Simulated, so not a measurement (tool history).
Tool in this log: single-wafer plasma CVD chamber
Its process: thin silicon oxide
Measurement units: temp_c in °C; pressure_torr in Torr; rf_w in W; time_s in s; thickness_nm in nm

Run 1, hour 0: temp_c 395 °C, pressure_torr 0.881 Torr, rf_w 350 W, time_s 11.76 s. Result: thickness_nm 24.115 nm.
Run 2, hour 7.9: temp_c 395 °C, pressure_torr 0.881 Torr, rf_w 330 W, time_s 11.76 s. Result: thickness_nm 23.533 nm.
Run 3, hour 11.4: temp_c 395 °C, pressure_torr 0.881 Torr, rf_w 360 W, time_s 11.76 s. Result: thickness_nm 24.499 nm.
Run 4, hour 18.2: temp_c 395 °C, pressure_torr 0.881 Torr, rf_w 360 W, time_s 11.76 s. Result: thickness_nm 24.447 nm.
Run 5, hour 23.8: temp_c 395 °C, pressure_torr 0.912 Torr, rf_w 360 W, time_s 11.76 s. Result: thickness_nm 25.069 nm.
Run 6, hour 26.8: temp_c 395 °C, pressure_torr 0.942 Torr, rf_w 360 W, time_s 11.76 s. Result: thickness_nm 25.5 nm.
Run 7, hour 28.4: temp_c 395 °C, pressure_torr 0.975 Torr, rf_w 360 W, time_s 11.76 s. Result: thickness_nm 26.092 nm.
Run 8, hour 36.9: temp_c 395 °C, pressure_torr 1.005 Torr, rf_w 360 W, time_s 11.76 s. Result: thickness_nm 26.484 nm.
Run 9, hour 44.8: temp_c 395 °C, pressure_torr 1.181 Torr, rf_w 370 W, time_s 11.78 s. Result: thickness_nm 29.184 nm.
Run 10, hour 52.2: temp_c 395 °C, pressure_torr 1.187 Torr, rf_w 375 W, time_s 11.8 s. Result: thickness_nm 29.391 nm.
Run 11, hour 54.9: temp_c 395 °C, pressure_torr 1.193 Torr, rf_w 380 W, time_s 11.82 s. Result: thickness_nm 29.851 nm.
Run 12, hour 59.3: temp_c 395 °C, pressure_torr 1.198 Torr, rf_w 380 W, time_s 11.83 s. Result: thickness_nm 29.883 nm.
Run 13, hour 66.5: temp_c 395 °C, pressure_torr 1.202 Torr, rf_w 380 W, time_s 11.84 s. Result: thickness_nm 30.208 nm.
Run 14, hour 67.8: temp_c 395 °C, pressure_torr 1.206 Torr, rf_w 380 W, time_s 11.84 s. Result: thickness_nm 29.902 nm.
Run 15, hour 71.4: temp_c 395 °C, pressure_torr 1.209 Torr, rf_w 380 W, time_s 11.86 s. Result: thickness_nm 30.261 nm.

Run 16, settings as shown, results not yet in. Your forecast:
Run 16, hour 74.2: temp_c 395 °C, pressure_torr 1.212 Torr, rf_w 380 W, time_s 11.87 s. Result: thickness_nm ?.

Run 16 measured thickness_nm 30.096 nm.
